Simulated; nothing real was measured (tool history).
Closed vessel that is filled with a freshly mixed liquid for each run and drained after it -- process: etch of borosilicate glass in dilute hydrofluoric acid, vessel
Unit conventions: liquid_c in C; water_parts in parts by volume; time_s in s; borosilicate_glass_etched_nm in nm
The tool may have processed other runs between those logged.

Run 1, hour 0: liquid_c 25 C, water_parts 145 parts by volume, time_s 205 s. Result: borosilicate_glass_etched_nm 43.564 nm.
Run 2, hour 3.3: liquid_c 25 C, water_parts 120 parts by volume, time_s 205 s. Result: borosilicate_glass_etched_nm 53.715 nm.
Run 3, hour 5.2: liquid_c 23 C, water_parts 135 parts by volume, time_s 205 s. Result: borosilicate_glass_etched_nm 43.908 nm.
Run 4, hour 13.8: liquid_c 21.5 C, water_parts 145 parts by volume, time_s 205 s. Result: borosilicate_glass_etched_nm 38.241 nm.
Run 5, hour 22.1: liquid_c 21.5 C, water_parts 120 parts by volume, time_s 205 s. Result: borosilicate_glass_etched_nm 47.151 nm.
Run 6, hour 28.9: liquid_c 21.5 C, water_parts 90 parts by volume, time_s 205 s. Result: borosilicate_glass_etched_nm 65.218 nm.
Run 7, hour 37: liquid_c 20.5 C, water_parts 110 parts by volume, time_s 205 s. Result: borosilicate_glass_etched_nm 49.866 nm.
Run 8, hour 45.3: liquid_c 20.5 C, water_parts 110 parts by volume, time_s 205 s. Result: borosilicate_glass_etched_nm 50.554 nm.
Run 9, hour 46.4: liquid_c 19.5 C, water_parts 125 parts by volume, time_s 205 s. Result: borosilicate_glass_etched_nm 41.475 nm.
Run 10, hour 51.2: liquid_c 19 C, water_parts 135 parts by volume, time_s 205 s. Result: borosilicate_glass_etched_nm 37.513 nm.

For run 11, what comes out?
Run 11, hour 52.5: liquid_c 18.5 C, water_parts 145 parts by volume, time_s 205 s. Result: borosilicate_glass_etched_nm ?.

{"run 11": {"borosilicate_glass_etched_nm": 33.785}}

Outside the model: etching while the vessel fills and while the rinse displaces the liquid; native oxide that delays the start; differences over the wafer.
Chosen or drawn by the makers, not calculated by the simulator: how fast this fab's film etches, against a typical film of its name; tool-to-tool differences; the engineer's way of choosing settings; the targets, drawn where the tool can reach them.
